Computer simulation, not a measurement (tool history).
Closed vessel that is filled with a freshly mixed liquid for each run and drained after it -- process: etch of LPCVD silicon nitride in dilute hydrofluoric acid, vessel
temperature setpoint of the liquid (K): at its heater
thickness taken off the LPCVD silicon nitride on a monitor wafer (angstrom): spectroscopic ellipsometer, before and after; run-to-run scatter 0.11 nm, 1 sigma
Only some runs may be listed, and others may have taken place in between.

run,hour,temperature setpoint of the liquid (K),parts of water to one part of 49 % hydrofluoric acid (parts by volume),time in the liquid (s),thickness taken off the LPCVD silicon nitride on a monitor wafer (angstrom)
1,0,294.15,75,3225,180.64
2,7,294.15,75,3225,181.08
3,11.4,295.15,75,3225,195.23
4,15.6,296.15,75,3225,207.54
5,18.2,296.65,75,3225,214.88
6,25.6,296.65,95,3225,170.58
7,28.4,298.15,95,3225,187.4
8,32.4,299.15,95,3225,200.06
9,35.2,299.65,95,3225,205.56

What will run 10 give?
10,43.7,300.15,95,3225,?

thickness taken off the LPCVD silicon nitride on a monitor wafer (angstrom): 214.35
